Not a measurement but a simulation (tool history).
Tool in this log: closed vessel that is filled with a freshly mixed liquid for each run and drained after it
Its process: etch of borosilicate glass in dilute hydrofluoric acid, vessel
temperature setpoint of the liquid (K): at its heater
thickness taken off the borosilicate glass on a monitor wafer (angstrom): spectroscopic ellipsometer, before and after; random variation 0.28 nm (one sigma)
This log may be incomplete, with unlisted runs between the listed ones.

| run | hour | temperature setpoint of the liquid (K) | parts of water to one part of 49 % hydrofluoric acid (parts by volume) | time in the liquid (s) | thickness taken off the borosilicate glass on a monitor wafer (angstrom) |
|---|---|---|---|---|---|
| 1 | 0 | 295.15 | 100 | 105 | 369.9 |
| 2 | 2.8 | 296.15 | 100 | 105 | 382.01 |
| 3 | 11.7 | 296.15 | 100 | 115 | 418.97 |
| 4 | 17.9 | 297.15 | 100 | 115 | 441.05 |
| 5 | 26 | 297.15 | 100 | 105 | 400.73 |
| 6 | 29.3 | 297.15 | 130 | 105 | 294.29 |
| 7 | 31 | 298.15 | 125 | 105 | 323.83 |
| 8 | 36.4 | 299.15 | 120 | 105 | 353.14 |

Run 9 comes next. What will it give?
| 9 | 41.8 | 299.15 | 120 | 105 | ? |

{"run 9": {"thickness taken off the borosilicate glass on a monitor wafer (angstrom)": 350.49}}
